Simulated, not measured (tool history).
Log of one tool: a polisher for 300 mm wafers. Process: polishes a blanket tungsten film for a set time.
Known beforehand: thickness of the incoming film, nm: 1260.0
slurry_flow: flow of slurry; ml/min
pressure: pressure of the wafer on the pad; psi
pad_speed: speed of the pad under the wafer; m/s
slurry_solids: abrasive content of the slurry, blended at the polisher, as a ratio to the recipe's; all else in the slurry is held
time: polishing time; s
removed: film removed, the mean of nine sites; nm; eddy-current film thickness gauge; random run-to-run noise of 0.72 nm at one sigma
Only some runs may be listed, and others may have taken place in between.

run,hour,slurry_flow,pressure,pad_speed,slurry_solids,time,removed
1,0.0,200,2.7,1.30,1.00,67,321.22
2,3.5,225,2.7,1.30,1.00,67,325.42
3,8.2,220,2.5,1.18,1.00,67,274.94
4,10.1,220,2.5,1.18,0.85,67,267.87
5,12.9,220,2.5,0.90,0.85,67,203.82
6,21.1,220,2.3,0.90,0.85,67,190.59
7,26.8,215,2.1,0.86,0.85,67,167.76
8,28.3,205,2.0,0.84,0.85,67,155.08
9,32.3,195,1.9,0.84,0.85,67,144.80

Run 10 comes next. What will it give?
10,35.9,185,1.8,0.84,0.85,67,?

Run 10 produced removed 136.62 nm.

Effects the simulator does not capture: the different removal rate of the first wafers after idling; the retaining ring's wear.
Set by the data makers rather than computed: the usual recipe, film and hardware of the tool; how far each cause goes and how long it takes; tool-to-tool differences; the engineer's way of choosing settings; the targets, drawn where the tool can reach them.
